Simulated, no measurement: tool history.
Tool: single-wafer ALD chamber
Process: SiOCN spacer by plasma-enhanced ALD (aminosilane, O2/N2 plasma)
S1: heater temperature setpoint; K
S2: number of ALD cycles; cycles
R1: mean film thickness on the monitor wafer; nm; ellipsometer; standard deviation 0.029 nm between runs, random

Run 1, day 0.000: S1 678.15 K, S2 88 cycles. Result: R1 5.7311 nm.
Run 2, day 0.071: S1 675.15 K, S2 92 cycles. Result: R1 6.0431 nm.
Run 3, day 0.388: S1 673.15 K, S2 95 cycles. Result: R1 6.2602 nm.
Run 4, day 0.679: S1 677.15 K, S2 95 cycles. Result: R1 6.1984 nm.
Run 5, day 0.858: S1 682.15 K, S2 95 cycles. Result: R1 6.1112 nm.
Run 6, day 1.054: S1 679.15 K, S2 97 cycles. Result: R1 6.3123 nm.
Run 7, day 1.217: S1 676.15 K, S2 99 cycles. Result: R1 6.4781 nm.

Expected results for the next run?
Run 8, day 1.554: S1 674.15 K, S2 100 cycles. Result: R1 ?.

R1: 6.6178 nm
